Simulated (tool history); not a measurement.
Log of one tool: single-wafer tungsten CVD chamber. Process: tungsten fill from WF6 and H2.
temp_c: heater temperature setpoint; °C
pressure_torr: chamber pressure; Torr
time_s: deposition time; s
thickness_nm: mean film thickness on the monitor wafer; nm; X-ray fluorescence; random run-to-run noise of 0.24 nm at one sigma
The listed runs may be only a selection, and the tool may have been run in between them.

{"run": 1, "hour": 0.0, "temp_c": 390, "pressure_torr": 33.6, "time_s": 19.2, "thickness_nm": 52.873}
{"run": 2, "hour": 7.5, "temp_c": 390, "pressure_torr": 33.6, "time_s": 18.2, "thickness_nm": 50.862}
{"run": 3, "hour": 10.0, "temp_c": 387, "pressure_torr": 33.5, "time_s": 18.2, "thickness_nm": 48.173}
{"run": 4, "hour": 18.8, "temp_c": 387, "pressure_torr": 36.6, "time_s": 18.2, "thickness_nm": 49.868}
{"run": 5, "hour": 22.8, "temp_c": 385, "pressure_torr": 36.5, "time_s": 18.2, "thickness_nm": 47.589}
{"run": 6, "hour": 24.7, "temp_c": 385, "pressure_torr": 33.0, "time_s": 18.2, "thickness_nm": 45.219}
{"run": 7, "hour": 32.7, "temp_c": 384, "pressure_torr": 33.0, "time_s": 18.2, "thickness_nm": 44.729}

Run 8, settings as shown, results not yet in. Your forecast:
{"run": 8, "hour": 36.9, "temp_c": 378, "pressure_torr": 32.7, "time_s": 18.2, "thickness_nm": "?"}

Run 8 measured thickness_nm 38.815 nm.
